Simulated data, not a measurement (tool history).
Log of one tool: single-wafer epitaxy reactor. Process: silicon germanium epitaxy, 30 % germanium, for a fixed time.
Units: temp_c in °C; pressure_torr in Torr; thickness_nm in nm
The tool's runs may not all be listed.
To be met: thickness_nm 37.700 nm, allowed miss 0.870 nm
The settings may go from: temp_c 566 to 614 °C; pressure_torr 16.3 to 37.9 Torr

{"run": 1, "hour": 0.0, "temp_c": 590, "pressure_torr": 27.1, "thickness_nm": 49.877}
{"run": 2, "hour": 5.3, "temp_c": 590, "pressure_torr": 30.0, "thickness_nm": 52.372}
{"run": 3, "hour": 6.1, "temp_c": 590, "pressure_torr": 34.0, "thickness_nm": 55.513}
{"run": 4, "hour": 10.3, "temp_c": 590, "pressure_torr": 30.0, "thickness_nm": 52.596}
{"run": 5, "hour": 15.5, "temp_c": 598, "pressure_torr": 30.0, "thickness_nm": 62.197}
{"run": 6, "hour": 18.3, "temp_c": 596, "pressure_torr": 29.9, "thickness_nm": 59.441}
{"run": 7, "hour": 25.2, "temp_c": 594, "pressure_torr": 29.8, "thickness_nm": 57.109}
{"run": 8, "hour": 29.8, "temp_c": 582, "pressure_torr": 28.9, "thickness_nm": 43.137}
{"run": 9, "hour": 38.5, "temp_c": 582, "pressure_torr": 28.9, "thickness_nm": 43.293}
{"run": 10, "hour": 47.3, "temp_c": 581, "pressure_torr": 28.9, "thickness_nm": 42.261}
{"run": 11, "hour": 55.2, "temp_c": 574, "pressure_torr": 28.7, "thickness_nm": 36.166}

Which of these 4 next moves meets every target?
{"run": "A", "hour": 63.1, "temp_c": 578, "pressure_torr": 26.0, "thickness_nm": "?"}
{"run": "B", "hour": 63.1, "temp_c": 579, "pressure_torr": 28.7, "thickness_nm": "?"}
{"run": "C", "hour": 63.1, "temp_c": 578, "pressure_torr": 28.9, "thickness_nm": "?"}
{"run": "D", "hour": 63.1, "temp_c": 572, "pressure_torr": 29.7, "thickness_nm": "?"}

move=A thickness_nm=37.659
move=B thickness_nm=40.337
move=C thickness_nm=39.579
move=D thickness_nm=35.041
A: meets every target
B: takes the result that was furthest off past its target
C: takes the result that was furthest off past its target
D: further off than the last run
Move A is the one to make.
